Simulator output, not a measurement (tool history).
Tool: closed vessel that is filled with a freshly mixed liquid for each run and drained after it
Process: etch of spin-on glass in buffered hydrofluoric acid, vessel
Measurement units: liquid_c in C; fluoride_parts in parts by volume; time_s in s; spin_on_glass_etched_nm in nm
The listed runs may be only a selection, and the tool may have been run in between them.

run,day,liquid_c,fluoride_parts,time_s,spin_on_glass_etched_nm
1,0.000,23.0,14.5,100,312.50
2,0.125,23.0,14.5,110,341.34
3,0.283,25.5,14.5,110,391.42
4,0.633,25.5,14.5,100,356.24
5,0.925,24.0,14.5,100,327.53
6,1.146,24.0,18.5,100,255.79
7,1.496,23.5,18.5,100,250.30

Run 8 comes next. What will it give?
8,1.596,23.0,18.5,100,?

{"run 8": {"spin_on_glass_etched_nm": 243.21}}

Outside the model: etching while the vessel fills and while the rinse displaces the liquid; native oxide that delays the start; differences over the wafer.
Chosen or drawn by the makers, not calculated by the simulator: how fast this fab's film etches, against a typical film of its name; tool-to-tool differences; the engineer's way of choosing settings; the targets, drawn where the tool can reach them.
